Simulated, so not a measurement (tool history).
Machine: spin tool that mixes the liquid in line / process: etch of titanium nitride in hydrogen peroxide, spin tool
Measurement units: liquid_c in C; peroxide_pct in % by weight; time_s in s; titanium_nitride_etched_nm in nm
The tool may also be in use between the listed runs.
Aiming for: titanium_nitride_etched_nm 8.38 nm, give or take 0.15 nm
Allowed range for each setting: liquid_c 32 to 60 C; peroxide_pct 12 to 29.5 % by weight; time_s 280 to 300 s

run 1 hour=0 | liquid_c=44 peroxide_pct=20 time_s=280 | titanium_nitride_etched_nm=11.243
run 2 hour=1.5 | liquid_c=42.5 peroxide_pct=20 time_s=280 | titanium_nitride_etched_nm=9.9504
run 3 hour=9.3 | liquid_c=42.5 peroxide_pct=20 time_s=300 | titanium_nitride_etched_nm=10.666
run 4 hour=10.2 | liquid_c=42.5 peroxide_pct=20 time_s=280 | titanium_nitride_etched_nm=9.9018
run 5 hour=17.9 | liquid_c=42.5 peroxide_pct=16.5 time_s=280 | titanium_nitride_etched_nm=9.492
run 6 hour=19.4 | liquid_c=42.5 peroxide_pct=16.5 time_s=300 | titanium_nitride_etched_nm=10.277
run 7 hour=20.5 | liquid_c=41.5 peroxide_pct=16.5 time_s=300 | titanium_nitride_etched_nm=9.4514
run 8 hour=22.8 | liquid_c=41 peroxide_pct=16.5 time_s=300 | titanium_nitride_etched_nm=9.1505
run 9 hour=28.5 | liquid_c=40.5 peroxide_pct=16.5 time_s=300 | titanium_nitride_etched_nm=8.7984
run 10 hour=29.2 | liquid_c=40.5 peroxide_pct=16.5 time_s=300 | titanium_nitride_etched_nm=8.7364

Which single option among these 4 for the next run brings every result within its allowed miss of target? Just one does.
run A hour=29.9 | liquid_c=40 peroxide_pct=16 time_s=300 | titanium_nitride_etched_nm=?
run B hour=29.9 | liquid_c=41.5 peroxide_pct=17 time_s=280 | titanium_nitride_etched_nm=?
run C hour=29.9 | liquid_c=41 peroxide_pct=17 time_s=285 | titanium_nitride_etched_nm=?
run D hour=29.9 | liquid_c=39.5 peroxide_pct=16.5 time_s=300 | titanium_nitride_etched_nm=?

move=A titanium_nitride_etched_nm=8.4688
move=B titanium_nitride_etched_nm=8.9805
move=C titanium_nitride_etched_nm=8.7986
move=D titanium_nitride_etched_nm=8.2019
A: meets every target
B: lands further from the targets than the last run did
C: lands further from the targets than the last run did
D: carries the result that was furthest off beyond its target, to the other side
Answer: A

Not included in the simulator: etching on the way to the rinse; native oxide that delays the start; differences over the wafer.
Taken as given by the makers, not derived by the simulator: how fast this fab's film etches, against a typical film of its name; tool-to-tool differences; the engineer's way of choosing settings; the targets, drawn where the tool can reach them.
